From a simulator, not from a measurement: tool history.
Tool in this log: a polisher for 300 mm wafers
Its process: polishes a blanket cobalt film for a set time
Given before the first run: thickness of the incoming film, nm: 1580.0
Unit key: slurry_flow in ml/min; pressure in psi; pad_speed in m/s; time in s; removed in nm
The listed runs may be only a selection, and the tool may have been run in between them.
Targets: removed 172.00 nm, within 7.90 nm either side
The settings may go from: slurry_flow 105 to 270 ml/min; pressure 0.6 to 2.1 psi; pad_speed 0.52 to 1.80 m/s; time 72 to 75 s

run,hour,slurry_flow,pressure,pad_speed,time,removed
1,0.0,175,1.3,1.16,72,237.97
2,5.6,175,1.2,1.16,72,222.67
3,11.0,175,1.2,1.16,75,233.95
4,18.6,175,0.9,1.16,75,190.96
5,22.1,175,1.1,1.16,75,219.12
6,29.1,145,1.1,1.16,75,212.28
7,32.3,145,1.0,1.16,75,195.41
8,36.5,140,0.9,1.16,75,181.16

Next run, 5 choices. One meets every target within its allowed miss, the rest don't. Which?
A,40.7,120,1.1,1.10,72,?
B,40.7,145,0.9,1.26,74,?
C,40.7,140,0.6,1.80,72,?
D,40.7,140,1.2,0.98,75,?
E,40.7,140,1.1,0.92,75,?

move,removed
A,189.37
B,196.50
C,202.58
D,193.79
E,170.26
A: lands further from the targets than the last run did
B: lands further from the targets than the last run did
C: lands further from the targets than the last run did
D: lands further from the targets than the last run did
E: meets every target
Go with E: it meets all targets.
